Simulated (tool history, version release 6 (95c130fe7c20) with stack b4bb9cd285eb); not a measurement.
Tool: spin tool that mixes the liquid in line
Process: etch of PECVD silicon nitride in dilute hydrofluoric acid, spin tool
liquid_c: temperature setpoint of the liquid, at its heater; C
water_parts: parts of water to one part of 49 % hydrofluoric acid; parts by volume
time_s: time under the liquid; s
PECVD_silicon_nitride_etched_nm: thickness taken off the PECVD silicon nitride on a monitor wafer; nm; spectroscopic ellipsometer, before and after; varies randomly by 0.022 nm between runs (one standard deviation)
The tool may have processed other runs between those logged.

run  hour  liquid_c  water_parts  time_s  PECVD_silicon_nitride_etched_nm
  1     0        24          205     325                           2.8913
  2     1        22          205     325                           2.5095
  3   3.2        22          265     325                           1.9806
  4     7        22          315     325                           1.7018
  5   7.6      21.5          315     325                            1.638
  6  15.2      21.5          315     345                           1.6866
  7  15.9        21          315     345                           1.6786

Estimate the outcome of run 8 from the log above:
  8  18.7      20.5          315     345                                ?

PECVD_silicon_nitride_etched_nm: 1.6195 nm

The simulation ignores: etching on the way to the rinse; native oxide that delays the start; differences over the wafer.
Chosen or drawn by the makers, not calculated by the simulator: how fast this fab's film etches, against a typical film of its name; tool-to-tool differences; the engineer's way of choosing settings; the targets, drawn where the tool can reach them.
